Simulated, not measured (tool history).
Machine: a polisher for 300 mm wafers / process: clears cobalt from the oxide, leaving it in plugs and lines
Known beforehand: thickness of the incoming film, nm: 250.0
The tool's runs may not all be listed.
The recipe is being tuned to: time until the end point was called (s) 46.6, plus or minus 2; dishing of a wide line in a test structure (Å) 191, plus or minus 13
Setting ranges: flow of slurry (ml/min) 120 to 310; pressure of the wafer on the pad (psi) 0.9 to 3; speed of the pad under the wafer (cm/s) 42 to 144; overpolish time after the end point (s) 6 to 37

run,day,flow of slurry (ml/min),pressure of the wafer on the pad (psi),speed of the pad under the wafer (cm/s),overpolish time after the end point (s),time until the end point was called (s),dishing of a wide line in a test structure (Å)
1,0,200,1.9,92,19,68.751,256.43
2,0.329,200,2.2,92,19,61.889,256.67
3,0.629,200,2.2,106,19,53.162,271.86
4,0.775,200,1.9,106,19,58.369,254.98
5,1.1,205,1.8,112,17,57.777,253.99
6,1.283,205,1.8,94,17,69.691,253.16
7,1.308,195,1.8,98,16,67.073,244.49
8,1.675,140,2.2,122,7,48.781,193.43

Next run, 5 choices. One meets every target within its allowed miss, the rest don't. Which?
A,2.042,185,2,120,7,?,?
B,2.042,125,2.4,122,6,?,?
C,2.042,180,2.3,108,6,?,?
D,2.042,135,2.1,120,6,?,?
E,2.042,135,2,126,6,?,?

move,time until the end point was called (s),dishing of a wide line in a test structure (Å)
A,51.274,196.98
B,46.525,191.27
C,51.81,180.79
D,51.384,181.57
E,50.623,183.03
A: moves away from the targets compared with the last run
B: in spec on every target
C: moves away from the targets compared with the last run
D: moves away from the targets compared with the last run
E: moves away from the targets compared with the last run
B is the move that brings every result within its allowed miss.

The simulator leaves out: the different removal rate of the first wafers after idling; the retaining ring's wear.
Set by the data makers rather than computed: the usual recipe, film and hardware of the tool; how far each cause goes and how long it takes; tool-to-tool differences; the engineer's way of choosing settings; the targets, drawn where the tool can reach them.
